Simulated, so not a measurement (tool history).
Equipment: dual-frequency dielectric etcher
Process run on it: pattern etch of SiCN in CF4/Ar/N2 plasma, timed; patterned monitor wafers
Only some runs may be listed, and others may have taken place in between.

run	hour	source power (kW)	bias power (kW)	Ar flow (sccm)	CF4 flow (sccm)	etch time (s)	mean etch depth across the wafer (nm)
1	0	0.45	0.059	128	47	63	43.067
2	4.3	0.45	0.049	128	47	63	39.207
3	12.2	0.45	0.049	142	47	63	38.069
4	19	0.45	0.056	142	47	63	41.092
5	21.3	0.45	0.056	142	53	63	41.908
6	29.5	0.43	0.056	142	53	63	39.862
7	32.6	0.42	0.056	142	53	63	38.947
8	34.8	0.41	0.056	142	53	63	37.95
9	35.6	0.4	0.056	142	53	63	36.849
10	39.9	0.39	0.056	142	53	63	35.902
11	41.6	0.37	0.056	142	53	63	34.103

What does the tool deliver on the next run?
12	46.2	0.37	0.056	142	53	63	?

{"run 12": {"mean etch depth across the wafer (nm)": 34.029}}
